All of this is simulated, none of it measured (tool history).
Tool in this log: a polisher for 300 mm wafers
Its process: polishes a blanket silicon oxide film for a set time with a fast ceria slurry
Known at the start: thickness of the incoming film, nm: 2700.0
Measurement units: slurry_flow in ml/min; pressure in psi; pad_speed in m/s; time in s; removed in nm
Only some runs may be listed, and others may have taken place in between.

{"run": 1, "hour": 0.0, "slurry_flow": 315, "pressure": 3.1, "pad_speed": 0.9, "time": 41, "removed": 761.65}
{"run": 2, "hour": 4.9, "slurry_flow": 315, "pressure": 2.9, "pad_speed": 0.9, "time": 41, "removed": 720.05}
{"run": 3, "hour": 6.1, "slurry_flow": 315, "pressure": 2.9, "pad_speed": 0.9, "time": 43, "removed": 752.23}
{"run": 4, "hour": 8.9, "slurry_flow": 315, "pressure": 2.7, "pad_speed": 0.9, "time": 43, "removed": 712.42}
{"run": 5, "hour": 12.1, "slurry_flow": 360, "pressure": 2.7, "pad_speed": 0.9, "time": 43, "removed": 730.73}
{"run": 6, "hour": 19.8, "slurry_flow": 360, "pressure": 2.7, "pad_speed": 0.82, "time": 43, "removed": 656.44}

Forecast run 7:
{"run": 7, "hour": 25.7, "slurry_flow": 350, "pressure": 2.6, "pad_speed": 0.82, "time": 43, "removed": "?"}

{"run 7": {"removed": 649.6}}
